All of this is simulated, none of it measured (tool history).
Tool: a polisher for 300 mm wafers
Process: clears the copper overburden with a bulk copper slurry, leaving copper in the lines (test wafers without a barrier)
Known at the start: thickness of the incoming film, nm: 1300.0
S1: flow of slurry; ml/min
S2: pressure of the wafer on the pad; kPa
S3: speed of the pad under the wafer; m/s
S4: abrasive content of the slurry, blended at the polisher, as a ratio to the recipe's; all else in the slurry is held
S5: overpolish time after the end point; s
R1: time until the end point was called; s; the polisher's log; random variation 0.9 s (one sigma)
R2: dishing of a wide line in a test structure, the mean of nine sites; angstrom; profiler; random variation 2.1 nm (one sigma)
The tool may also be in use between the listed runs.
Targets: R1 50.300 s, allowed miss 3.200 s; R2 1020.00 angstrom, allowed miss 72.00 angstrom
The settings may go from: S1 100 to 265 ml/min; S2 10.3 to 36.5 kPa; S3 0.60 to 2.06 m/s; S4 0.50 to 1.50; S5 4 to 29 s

Run 1, day 0.000: S1 170 ml/min, S2 23.4 kPa, S3 1.32 m/s, S4 1.00, S5 15 s. Result: R1 91.722 s, R2 958.11 angstrom.
Run 2, day 0.075: S1 170 ml/min, S2 26.2 kPa, S3 1.34 m/s, S4 1.00, S5 13 s. Result: R1 82.837 s, R2 923.30 angstrom.
Run 3, day 0.267: S1 190 ml/min, S2 26.2 kPa, S3 1.34 m/s, S4 1.00, S5 13 s. Result: R1 85.462 s, R2 928.53 angstrom.
Run 4, day 0.471: S1 190 ml/min, S2 26.2 kPa, S3 1.34 m/s, S4 1.00, S5 19 s. Result: R1 81.687 s, R2 1098.30 angstrom.
Run 5, day 0.725: S1 190 ml/min, S2 29.0 kPa, S3 1.34 m/s, S4 1.00, S5 19 s. Result: R1 75.389 s, R2 1127.80 angstrom.
Run 6, day 1.067: S1 205 ml/min, S2 29.0 kPa, S3 1.34 m/s, S4 1.00, S5 19 s. Result: R1 73.988 s, R2 1138.70 angstrom.
Run 7, day 1.096: S1 205 ml/min, S2 30.3 kPa, S3 1.38 m/s, S4 1.00, S5 17 s. Result: R1 65.650 s, R2 1152.50 angstrom.
Run 8, day 1.388: S1 205 ml/min, S2 31.7 kPa, S3 1.38 m/s, S4 1.00, S5 15 s. Result: R1 64.610 s, R2 1083.90 angstrom.
Run 9, day 1.692: S1 205 ml/min, S2 32.4 kPa, S3 1.40 m/s, S4 1.00, S5 14 s. Result: R1 62.627 s, R2 1111.90 angstrom.
At day 1.875: worn pad replaced by a new one.
Run 10, day 1.875: S1 205 ml/min, S2 33.1 kPa, S3 1.42 m/s, S4 1.00, S5 12 s. Result: R1 56.315 s, R2 1116.90 angstrom.
Run 11, day 2.029: S1 205 ml/min, S2 33.8 kPa, S3 1.44 m/s, S4 1.00, S5 6 s. Result: R1 53.003 s, R2 796.84 angstrom.
Run 12, day 2.333: S1 205 ml/min, S2 33.8 kPa, S3 1.44 m/s, S4 1.00, S5 6 s. Result: R1 53.096 s, R2 817.76 angstrom.
Run 13, day 2.683: S1 205 ml/min, S2 33.8 kPa, S3 1.44 m/s, S4 1.00, S5 7 s. Result: R1 55.424 s, R2 868.93 angstrom.

4 next moves are on the table. One of them brings every result within its allowed miss. Which?
Run A, day 3.033: S1 195 ml/min, S2 32.4 kPa, S3 1.34 m/s, S4 0.90, S5 14 s. Result: R1 ?, R2 ?.
Run B, day 3.033: S1 215 ml/min, S2 36.5 kPa, S3 1.64 m/s, S4 1.05, S5 6 s. Result: R1 ?, R2 ?.
Run C, day 3.033: S1 160 ml/min, S2 36.5 kPa, S3 1.34 m/s, S4 0.95, S5 15 s. Result: R1 ?, R2 ?.
Run D, day 3.033: S1 165 ml/min, S2 32.4 kPa, S3 1.62 m/s, S4 1.00, S5 9 s. Result: R1 ?, R2 ?.

move      R1       R2
   A  61.945  1156.60
   B  43.355   937.99
   C  56.289  1238.30
   D  51.851  1039.70
A: takes the result that was furthest off past its target
B: as far off as the last run
C: takes the result that was furthest off past its target
D: meets every target
The right move is D.
